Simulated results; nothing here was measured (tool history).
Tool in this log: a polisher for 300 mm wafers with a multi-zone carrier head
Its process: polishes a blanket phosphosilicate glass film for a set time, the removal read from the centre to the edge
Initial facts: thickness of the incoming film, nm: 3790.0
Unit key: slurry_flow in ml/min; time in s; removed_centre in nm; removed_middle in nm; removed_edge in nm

run 1 day=0 | slurry_flow=305 centre_zone=1 middle_zone=1 edge_zone=1 slurry_solids=1 time=37 | removed_centre=354.48 removed_middle=366.84 removed_edge=335.25
run 2 day=0.321 | slurry_flow=305 centre_zone=1 middle_zone=1.06 edge_zone=1 slurry_solids=1 time=37 | removed_centre=365.07 removed_middle=381.56 removed_edge=338.37
run 3 day=0.529 | slurry_flow=300 centre_zone=1.03 middle_zone=1.02 edge_zone=1.03 slurry_solids=0.9 time=36 | removed_centre=342.02 removed_middle=334.64 removed_edge=314.77
run 4 day=0.679 | slurry_flow=300 centre_zone=1.1 middle_zone=1.02 edge_zone=1.03 slurry_solids=0.9 time=36 | removed_centre=366.98 removed_middle=341.79 removed_edge=320.32
run 5 day=0.996 | slurry_flow=300 centre_zone=1.03 middle_zone=1.02 edge_zone=1.03 slurry_solids=0.9 time=36 | removed_centre=345 removed_middle=331.96 removed_edge=319.71
run 6 day=1.033 | slurry_flow=300 centre_zone=1.03 middle_zone=1.02 edge_zone=1.09 slurry_solids=0.9 time=36 | removed_centre=346.26 removed_middle=341.09 removed_edge=327.41
run 7 day=1.258 | slurry_flow=295 centre_zone=1.04 middle_zone=0.99 edge_zone=1.06 slurry_solids=0.85 time=36 | removed_centre=346.35 removed_middle=320.59 removed_edge=309.6
run 8 day=1.6 | slurry_flow=290 centre_zone=1.02 middle_zone=0.96 edge_zone=1.08 slurry_solids=0.8 time=36 | removed_centre=317.7 removed_middle=307.18 removed_edge=310.45
run 9 day=1.679 | slurry_flow=285 centre_zone=1.04 middle_zone=0.94 edge_zone=1.07 slurry_solids=0.75 time=35 | removed_centre=306.86 removed_middle=282.09 removed_edge=291.21

Forecast run 10:
run 10 day=1.825 | slurry_flow=255 centre_zone=1.05 middle_zone=0.84 edge_zone=0.97 slurry_solids=0.5 time=35 | removed_centre=? removed_middle=? removed_edge=?

Run 10 gave removed_centre 255.63 nm, removed_middle 214.12 nm, removed_edge 226.84 nm.

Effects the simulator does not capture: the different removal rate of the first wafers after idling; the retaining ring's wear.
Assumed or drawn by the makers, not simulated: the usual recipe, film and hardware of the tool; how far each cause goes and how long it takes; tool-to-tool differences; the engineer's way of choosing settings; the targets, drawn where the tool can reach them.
